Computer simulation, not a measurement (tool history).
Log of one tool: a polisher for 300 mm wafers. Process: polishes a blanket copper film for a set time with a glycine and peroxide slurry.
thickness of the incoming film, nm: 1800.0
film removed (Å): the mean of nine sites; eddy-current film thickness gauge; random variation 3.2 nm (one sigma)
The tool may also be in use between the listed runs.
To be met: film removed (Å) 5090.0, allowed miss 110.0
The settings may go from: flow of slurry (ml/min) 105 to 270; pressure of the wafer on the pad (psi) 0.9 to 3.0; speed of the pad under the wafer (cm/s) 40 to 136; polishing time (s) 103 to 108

run  hour  flow of slurry (ml/min)  pressure of the wafer on the pad (psi)  speed of the pad under the wafer (cm/s)  polishing time (s)  film removed (Å)
  1   0.0                      175                                     1.9                                       88                 103            4140.2
  2   8.1                      200                                     1.9                                       88                 103            4176.5
  3  17.1                      200                                     2.4                                       88                 103            4836.5
  4  20.5                      205                                     2.5                                       88                 103            4943.9
  5  22.1                      170                                     2.5                                       88                 103            4780.4
  6  28.2                      180                                     2.5                                       88                 103            4782.0
  7  33.1                      190                                     2.5                                       88                 103            4874.9
  8  38.7                      195                                     2.5                                       88                 103            4884.8
  9  41.0                      200                                     2.5                                       88                 103            4846.3

4 next moves are on the table. One of them brings every result within its allowed miss. Which?
  A  43.3                      200                                     3.0                                       68                 108                 ?
  B  43.3                      175                                     2.3                                       96                 107                 ?
  C  43.3                      205                                     2.5                                       94                 107                 ?
  D  43.3                      200                                     2.1                                       92                 104                 ?

move  film removed (Å)
   A            4753.9
   B            5117.7
   C            5423.4
   D            4657.4
A: further off than the last run
B: meets every target
C: takes the result that was furthest off past its target
D: further off than the last run
Answer: B
